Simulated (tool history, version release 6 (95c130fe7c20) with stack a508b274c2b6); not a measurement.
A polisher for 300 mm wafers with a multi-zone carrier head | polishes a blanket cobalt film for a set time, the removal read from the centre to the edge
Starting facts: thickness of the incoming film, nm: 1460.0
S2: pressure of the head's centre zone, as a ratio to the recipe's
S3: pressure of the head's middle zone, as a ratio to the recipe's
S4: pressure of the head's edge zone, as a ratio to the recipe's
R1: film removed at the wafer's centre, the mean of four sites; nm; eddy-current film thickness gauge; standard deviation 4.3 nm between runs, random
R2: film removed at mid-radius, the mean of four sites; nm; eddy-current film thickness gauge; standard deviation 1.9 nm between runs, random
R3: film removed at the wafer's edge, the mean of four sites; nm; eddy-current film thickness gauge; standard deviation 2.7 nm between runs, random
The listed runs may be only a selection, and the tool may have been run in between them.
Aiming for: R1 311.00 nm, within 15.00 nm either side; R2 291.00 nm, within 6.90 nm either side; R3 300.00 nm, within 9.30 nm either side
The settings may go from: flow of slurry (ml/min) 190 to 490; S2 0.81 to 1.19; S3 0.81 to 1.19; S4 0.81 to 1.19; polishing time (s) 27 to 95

{"run": 1, "day": 0.0, "flow of slurry (ml/min)": 315, "S2": 1.0, "S3": 1.0, "S4": 1.0, "polishing time (s)": 61, "R1": 407.72, "R2": 418.79, "R3": 410.38}
{"run": 2, "day": 0.25, "flow of slurry (ml/min)": 310, "S2": 1.0, "S3": 0.97, "S4": 0.97, "polishing time (s)": 58, "R1": 379.03, "R2": 389.02, "R3": 383.19}
{"run": 3, "day": 0.317, "flow of slurry (ml/min)": 235, "S2": 1.0, "S3": 0.97, "S4": 0.97, "polishing time (s)": 58, "R1": 371.97, "R2": 381.36, "R3": 374.63}
{"run": 4, "day": 0.621, "flow of slurry (ml/min)": 235, "S2": 1.0, "S3": 0.97, "S4": 0.97, "polishing time (s)": 68, "R1": 451.52, "R2": 441.86, "R3": 444.04}
{"run": 5, "day": 0.742, "flow of slurry (ml/min)": 230, "S2": 1.0, "S3": 0.94, "S4": 0.95, "polishing time (s)": 64, "R1": 415.73, "R2": 404.92, "R3": 413.97}
{"run": 6, "day": 1.017, "flow of slurry (ml/min)": 190, "S2": 1.0, "S3": 0.94, "S4": 0.95, "polishing time (s)": 64, "R1": 403.1, "R2": 398.23, "R3": 406.81}
{"run": 7, "day": 1.138, "flow of slurry (ml/min)": 195, "S2": 1.01, "S3": 0.93, "S4": 0.93, "polishing time (s)": 61, "R1": 385.8, "R2": 376.01, "R3": 383.13}
{"run": 8, "day": 1.192, "flow of slurry (ml/min)": 195, "S2": 1.02, "S3": 0.92, "S4": 0.92, "polishing time (s)": 59, "R1": 377.56, "R2": 360.64, "R3": 368.77}
{"run": 9, "day": 1.429, "flow of slurry (ml/min)": 195, "S2": 1.02, "S3": 0.91, "S4": 0.91, "polishing time (s)": 57, "R1": 365.63, "R2": 342.69, "R3": 350.53}
{"day": 1.562, "done": "slurry nozzle cleaned"}
{"run": 10, "day": 1.562, "flow of slurry (ml/min)": 195, "S2": 1.01, "S3": 0.9, "S4": 0.9, "polishing time (s)": 56, "R1": 380.98, "R2": 349.39, "R3": 358.47}
{"run": 11, "day": 1.729, "flow of slurry (ml/min)": 195, "S2": 1.03, "S3": 0.91, "S4": 0.92, "polishing time (s)": 55, "R1": 364.52, "R2": 344.57, "R3": 353.28}
{"run": 12, "day": 1.9, "flow of slurry (ml/min)": 195, "S2": 1.02, "S3": 0.9, "S4": 0.91, "polishing time (s)": 53, "R1": 352.61, "R2": 329.51, "R3": 342.19}
{"run": 13, "day": 2.167, "flow of slurry (ml/min)": 195, "S2": 1.02, "S3": 0.9, "S4": 0.9, "polishing time (s)": 51, "R1": 347.29, "R2": 321.35, "R3": 327.71}
{"run": 14, "day": 2.45, "flow of slurry (ml/min)": 195, "S2": 0.95, "S3": 0.84, "S4": 0.84, "polishing time (s)": 47, "R1": 306.67, "R2": 277.81, "R3": 288.86}
{"run": 15, "day": 2.633, "flow of slurry (ml/min)": 200, "S2": 0.95, "S3": 0.85, "S4": 0.85, "polishing time (s)": 47, "R1": 294.29, "R2": 283.88, "R3": 294.75}
{"run": 16, "day": 2.792, "flow of slurry (ml/min)": 205, "S2": 0.96, "S3": 0.85, "S4": 0.85, "polishing time (s)": 47, "R1": 305.98, "R2": 283.22, "R3": 293.03}
{"run": 17, "day": 2.996, "flow of slurry (ml/min)": 210, "S2": 0.96, "S3": 0.85, "S4": 0.86, "polishing time (s)": 47, "R1": 308.17, "R2": 280.76, "R3": 292.89}
{"run": 18, "day": 3.046, "flow of slurry (ml/min)": 225, "S2": 0.95, "S3": 0.88, "S4": 0.89, "polishing time (s)": 48, "R1": 314.15, "R2": 297.47, "R3": 308.2}
{"run": 19, "day": 3.262, "flow of slurry (ml/min)": 225, "S2": 0.95, "S3": 0.88, "S4": 0.88, "polishing time (s)": 48, "R1": 305.31, "R2": 299.86, "R3": 306.06}
{"run": 20, "day": 3.542, "flow of slurry (ml/min)": 225, "S2": 0.95, "S3": 0.88, "S4": 0.87, "polishing time (s)": 48, "R1": 308.83, "R2": 296.98, "R3": 307.35}
{"run": 21, "day": 3.717, "flow of slurry (ml/min)": 225, "S2": 0.95, "S3": 0.88, "S4": 0.86, "polishing time (s)": 48, "R1": 310.05, "R2": 299.15, "R3": 302.88}

Consider the 4 candidate settings below. Which is the only one whose results all fall within their allowed miss of target?
{"run": "A", "day": 3.892, "flow of slurry (ml/min)": 195, "S2": 1.01, "S3": 0.92, "S4": 0.84, "polishing time (s)": 48, "R1": "?", "R2": "?", "R3": "?"}
{"run": "B", "day": 3.892, "flow of slurry (ml/min)": 235, "S2": 1.04, "S3": 0.92, "S4": 0.81, "polishing time (s)": 48, "R1": "?", "R2": "?", "R3": "?"}
{"run": "C", "day": 3.892, "flow of slurry (ml/min)": 230, "S2": 0.98, "S3": 0.94, "S4": 0.81, "polishing time (s)": 49, "R1": "?", "R2": "?", "R3": "?"}
{"run": "D", "day": 3.892, "flow of slurry (ml/min)": 265, "S2": 0.95, "S3": 0.86, "S4": 0.85, "polishing time (s)": 47, "R1": "?", "R2": "?", "R3": "?"}

move=A R1=316.33 R2=305.96 R3=297.13
move=B R1=329.70 R2=310.92 R3=295.98
move=C R1=320.36 R2=322.64 R3=301.66
move=D R1=303.50 R2=290.82 R3=298.46
A: the biggest miss grows against the last run
B: the biggest miss grows against the last run
C: the biggest miss grows against the last run
D: each result inside its tolerance
D meets every target.

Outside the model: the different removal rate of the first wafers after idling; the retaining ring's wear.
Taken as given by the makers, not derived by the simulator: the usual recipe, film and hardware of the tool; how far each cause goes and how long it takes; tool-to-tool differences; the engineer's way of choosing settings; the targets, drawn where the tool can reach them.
